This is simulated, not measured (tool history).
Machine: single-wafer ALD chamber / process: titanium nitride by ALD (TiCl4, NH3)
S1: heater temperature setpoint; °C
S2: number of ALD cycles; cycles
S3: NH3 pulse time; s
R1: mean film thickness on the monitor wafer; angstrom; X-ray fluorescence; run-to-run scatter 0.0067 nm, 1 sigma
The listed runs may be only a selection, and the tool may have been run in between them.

run  hour   S1  S2    S3      R1
  1   0.0  390  99  2.64  22.975
  2   8.8  390  99  3.19  23.175
  3  12.8  388  98  2.93  22.904
  4  15.4  382  98  2.93  22.821
  5  20.7  381  97  2.70  22.533
  6  26.5  391  97  2.70  22.602
  7  28.3  390  97  2.50  22.508

What does the tool deliver on the next run?
  8  33.3  389  97  2.34   ?

{"run 8": {"R1": 22.423}}
